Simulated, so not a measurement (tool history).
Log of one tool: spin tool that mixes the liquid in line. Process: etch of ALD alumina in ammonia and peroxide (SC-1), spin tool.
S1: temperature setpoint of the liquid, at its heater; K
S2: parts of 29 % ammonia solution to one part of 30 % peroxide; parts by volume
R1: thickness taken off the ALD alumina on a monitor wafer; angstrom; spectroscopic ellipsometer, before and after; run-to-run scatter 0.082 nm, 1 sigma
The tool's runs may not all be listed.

Run 1, hour 0: S1 322.15 K, S2 0.45 parts by volume, time under the liquid (s) 315. Result: R1 105.55 angstrom.
Run 2, hour 1.5: S1 322.15 K, S2 0.35 parts by volume, time under the liquid (s) 315. Result: R1 102.67 angstrom.
Run 3, hour 3.6: S1 316.15 K, S2 0.35 parts by volume, time under the liquid (s) 315. Result: R1 73.312 angstrom.
Run 4, hour 4.5: S1 323.15 K, S2 0.35 parts by volume, time under the liquid (s) 315. Result: R1 108.93 angstrom.
Run 5, hour 8.7: S1 318.15 K, S2 0.35 parts by volume, time under the liquid (s) 315. Result: R1 82.121 angstrom.
Run 6, hour 15.3: S1 318.15 K, S2 0.35 parts by volume, time under the liquid (s) 335. Result: R1 87.787 angstrom.
Run 7, hour 19: S1 318.15 K, S2 0.35 parts by volume, time under the liquid (s) 335. Result: R1 88.119 angstrom.

Predict the results of run 8:
Run 8, hour 26.1: S1 319.65 K, S2 0.35 parts by volume, time under the liquid (s) 335. Result: R1 ?.

Run 8 gave R1 95.199 angstrom.
